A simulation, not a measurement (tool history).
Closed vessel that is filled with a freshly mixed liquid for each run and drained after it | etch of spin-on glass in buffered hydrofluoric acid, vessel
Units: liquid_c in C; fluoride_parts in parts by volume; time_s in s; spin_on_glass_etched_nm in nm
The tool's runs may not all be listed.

run	hour	liquid_c	fluoride_parts	time_s	spin_on_glass_etched_nm
1	0	25	14.5	30	116.51
2	7.9	25	14.5	30	118.62
3	14.6	25	14.5	30	116.38
4	23.8	26	14	30	129.11
5	28.2	27	14	30	134.78
6	31.3	27	14	30	135.86

The next listed run, before its measurement:
7	36.7	28	13.5	30	?

{"run 7": {"spin_on_glass_etched_nm": 150.42}}
